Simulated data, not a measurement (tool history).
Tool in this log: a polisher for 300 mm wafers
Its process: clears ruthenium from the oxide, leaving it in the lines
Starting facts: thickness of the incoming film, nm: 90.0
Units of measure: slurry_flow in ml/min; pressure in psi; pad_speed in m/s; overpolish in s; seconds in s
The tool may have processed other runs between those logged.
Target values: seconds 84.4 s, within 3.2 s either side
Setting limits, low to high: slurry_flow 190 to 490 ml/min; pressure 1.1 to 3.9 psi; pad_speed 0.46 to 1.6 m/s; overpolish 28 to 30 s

{"run": 1, "hour": 0.0, "slurry_flow": 315, "pressure": 2.5, "pad_speed": 1.02, "overpolish": 28, "seconds": 63.247}
{"run": 2, "hour": 2.8, "slurry_flow": 315, "pressure": 3, "pad_speed": 1.02, "overpolish": 28, "seconds": 53.339}
{"run": 3, "hour": 6.9, "slurry_flow": 315, "pressure": 3, "pad_speed": 1.02, "overpolish": 28, "seconds": 53.495}
{"run": 4, "hour": 8.8, "slurry_flow": 315, "pressure": 2.8, "pad_speed": 1.02, "overpolish": 28, "seconds": 57.342}
{"run": 5, "hour": 11.9, "slurry_flow": 315, "pressure": 2.7, "pad_speed": 1.02, "overpolish": 28, "seconds": 58.85}
{"run": 6, "hour": 13.5, "slurry_flow": 315, "pressure": 2.7, "pad_speed": 1.16, "overpolish": 28, "seconds": 51.341}
{"run": 7, "hour": 17.4, "slurry_flow": 315, "pressure": 2.5, "pad_speed": 1.16, "overpolish": 28, "seconds": 56.577}
{"run": 8, "hour": 21.0, "slurry_flow": 315, "pressure": 1.8, "pad_speed": 1.14, "overpolish": 28, "seconds": 79.197}

Below are 5 possible settings for the next run. Only one of them brings all results inside the allowed miss of their targets. Which is it?
{"run": "A", "hour": 24.6, "slurry_flow": 270, "pressure": 1.6, "pad_speed": 1.28, "overpolish": 28, "seconds": "?"}
{"run": "B", "hour": 24.6, "slurry_flow": 290, "pressure": 1.6, "pad_speed": 1.36, "overpolish": 28, "seconds": "?"}
{"run": "C", "hour": 24.6, "slurry_flow": 285, "pressure": 1.6, "pad_speed": 1.3, "overpolish": 30, "seconds": "?"}
{"run": "D", "hour": 24.6, "slurry_flow": 330, "pressure": 1.8, "pad_speed": 1.12, "overpolish": 28, "seconds": "?"}
{"run": "E", "hour": 24.6, "slurry_flow": 275, "pressure": 1.9, "pad_speed": 1.02, "overpolish": 29, "seconds": "?"}

move=A seconds=79.735
move=B seconds=74.581
move=C seconds=78.082
move=D seconds=79.541
move=E seconds=84.192
A: an improvement on the last run, though not all results are within tolerance
B: moves away from the targets compared with the last run
C: moves away from the targets compared with the last run
D: an improvement on the last run, though not all results are within tolerance
E: every result within its allowed miss
E meets every target.
